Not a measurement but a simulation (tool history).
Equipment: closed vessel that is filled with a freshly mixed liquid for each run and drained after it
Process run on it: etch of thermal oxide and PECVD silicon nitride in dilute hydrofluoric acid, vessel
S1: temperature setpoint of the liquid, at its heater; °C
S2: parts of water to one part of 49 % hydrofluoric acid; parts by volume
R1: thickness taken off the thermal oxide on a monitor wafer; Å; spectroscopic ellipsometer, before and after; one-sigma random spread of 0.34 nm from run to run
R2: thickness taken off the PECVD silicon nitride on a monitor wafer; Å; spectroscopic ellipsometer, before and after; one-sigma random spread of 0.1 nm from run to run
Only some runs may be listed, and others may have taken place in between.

{"run": 1, "day": 0.0, "S1": 25.0, "S2": 120, "time in the liquid (s)": 1420, "R1": 525.53, "R2": 355.24}
{"run": 2, "day": 0.262, "S1": 23.5, "S2": 125, "time in the liquid (s)": 1435, "R1": 477.31, "R2": 314.33}
{"run": 3, "day": 0.638, "S1": 22.5, "S2": 130, "time in the liquid (s)": 1445, "R1": 441.84, "R2": 285.74}
{"run": 4, "day": 0.762, "S1": 26.0, "S2": 130, "time in the liquid (s)": 1445, "R1": 503.71, "R2": 358.79}
{"run": 5, "day": 0.95, "S1": 26.0, "S2": 100, "time in the liquid (s)": 1445, "R1": 686.12, "R2": 466.76}
{"run": 6, "day": 1.346, "S1": 26.0, "S2": 100, "time in the liquid (s)": 1770, "R1": 845.03, "R2": 567.94}
{"run": 7, "day": 1.671, "S1": 24.5, "S2": 115, "time in the liquid (s)": 1780, "R1": 676.17, "R2": 452.8}

The next listed run, before its measurement:
{"run": 8, "day": 1.738, "S1": 20.5, "S2": 155, "time in the liquid (s)": 1815, "R1": "?", "R2": "?"}

{"run 8": {"R1": 425.61, "R2": 265.59}}
